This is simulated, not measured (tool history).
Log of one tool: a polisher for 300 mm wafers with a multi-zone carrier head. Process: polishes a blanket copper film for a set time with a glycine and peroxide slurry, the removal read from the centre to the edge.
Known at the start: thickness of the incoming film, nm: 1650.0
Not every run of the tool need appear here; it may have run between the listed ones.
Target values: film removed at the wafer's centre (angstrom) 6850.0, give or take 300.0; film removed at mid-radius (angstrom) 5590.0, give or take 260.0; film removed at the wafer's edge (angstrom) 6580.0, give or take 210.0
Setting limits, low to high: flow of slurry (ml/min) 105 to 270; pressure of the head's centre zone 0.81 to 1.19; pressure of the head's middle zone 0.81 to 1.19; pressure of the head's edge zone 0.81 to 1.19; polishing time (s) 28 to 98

run	hour	flow of slurry (ml/min)	pressure of the head's centre zone	pressure of the head's middle zone	pressure of the head's edge zone	polishing time (s)	film removed at the wafer's centre (angstrom)	film removed at mid-radius (angstrom)	film removed at the wafer's edge (angstrom)
1	0.0	175	1.00	1.00	1.00	63	4304.7	4186.2	4428.9
2	1.9	175	1.00	1.00	1.00	69	4777.8	4686.3	4795.8
3	4.2	175	1.00	1.00	1.03	69	4720.8	4695.4	4917.7
4	9.9	175	1.00	1.00	1.03	79	5392.0	5430.9	5613.0
5	17.0	185	1.04	0.98	1.07	80	5666.4	5485.3	5911.8
6	21.9	215	1.04	0.98	1.07	80	5785.7	5446.7	5948.8
7	30.0	220	1.07	0.97	1.08	81	6027.8	5425.8	6050.1
8	36.3	225	1.09	0.97	1.09	82	6316.9	5566.8	6084.1
9	44.0	225	1.10	0.96	1.11	83	6362.0	5698.1	6336.6
10	47.6	230	1.11	0.94	1.11	83	6617.8	5568.0	6422.6

Exactly one of the 5 candidate moves below puts every result within its allowed miss. Which one?
A	51.2	230	0.94	0.86	1.07	90	?	?	?
B	51.2	250	1.17	0.95	1.19	83	?	?	?
C	51.2	185	1.03	1.01	1.12	84	?	?	?
D	51.2	205	1.05	0.98	1.17	86	?	?	?
E	51.2	220	1.03	0.91	1.14	84	?	?	?

move	film removed at the wafer's centre (angstrom)	film removed at mid-radius (angstrom)	film removed at the wafer's edge (angstrom)
A	5982.8	5518.7	6757.1
B	6909.9	5573.8	6619.8
C	5920.7	5722.3	6306.5
D	6272.6	5791.0	6675.0
E	6070.3	5365.2	6481.9
A: the biggest miss grows against the last run
B: every result lands within tolerance
C: the biggest miss grows against the last run
D: the biggest miss grows against the last run
E: the biggest miss grows against the last run
So the answer is move B, the one that meets all the targets.

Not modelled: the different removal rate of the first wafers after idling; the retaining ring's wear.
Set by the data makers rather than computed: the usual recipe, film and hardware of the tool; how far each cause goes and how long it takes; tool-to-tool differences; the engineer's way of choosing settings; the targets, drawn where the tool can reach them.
